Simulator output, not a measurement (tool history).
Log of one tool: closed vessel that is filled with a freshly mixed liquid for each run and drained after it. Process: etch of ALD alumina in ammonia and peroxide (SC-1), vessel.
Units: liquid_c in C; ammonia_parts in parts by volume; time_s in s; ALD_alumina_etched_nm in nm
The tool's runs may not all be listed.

{"run": 1, "hour": 0.0, "liquid_c": 53.0, "ammonia_parts": 0.6, "time_s": 630, "ALD_alumina_etched_nm": 57.2}
{"run": 2, "hour": 6.4, "liquid_c": 50.0, "ammonia_parts": 0.6, "time_s": 630, "ALD_alumina_etched_nm": 48.428}
{"run": 3, "hour": 13.0, "liquid_c": 48.0, "ammonia_parts": 0.6, "time_s": 630, "ALD_alumina_etched_nm": 43.567}
{"run": 4, "hour": 16.6, "liquid_c": 46.5, "ammonia_parts": 0.6, "time_s": 630, "ALD_alumina_etched_nm": 39.685}
{"run": 5, "hour": 24.5, "liquid_c": 45.0, "ammonia_parts": 0.6, "time_s": 630, "ALD_alumina_etched_nm": 36.944}
{"run": 6, "hour": 28.4, "liquid_c": 48.0, "ammonia_parts": 0.6, "time_s": 630, "ALD_alumina_etched_nm": 43.638}
{"run": 7, "hour": 34.3, "liquid_c": 46.5, "ammonia_parts": 0.6, "time_s": 630, "ALD_alumina_etched_nm": 40.324}
{"run": 8, "hour": 40.9, "liquid_c": 38.5, "ammonia_parts": 0.6, "time_s": 630, "ALD_alumina_etched_nm": 25.151}
{"run": 9, "hour": 42.8, "liquid_c": 39.0, "ammonia_parts": 0.6, "time_s": 630, "ALD_alumina_etched_nm": 26.047}

Forecast run 10:
{"run": 10, "hour": 50.5, "liquid_c": 40.5, "ammonia_parts": 0.6, "time_s": 630, "ALD_alumina_etched_nm": "?"}

Run 10 gave ALD_alumina_etched_nm 28.410 nm.

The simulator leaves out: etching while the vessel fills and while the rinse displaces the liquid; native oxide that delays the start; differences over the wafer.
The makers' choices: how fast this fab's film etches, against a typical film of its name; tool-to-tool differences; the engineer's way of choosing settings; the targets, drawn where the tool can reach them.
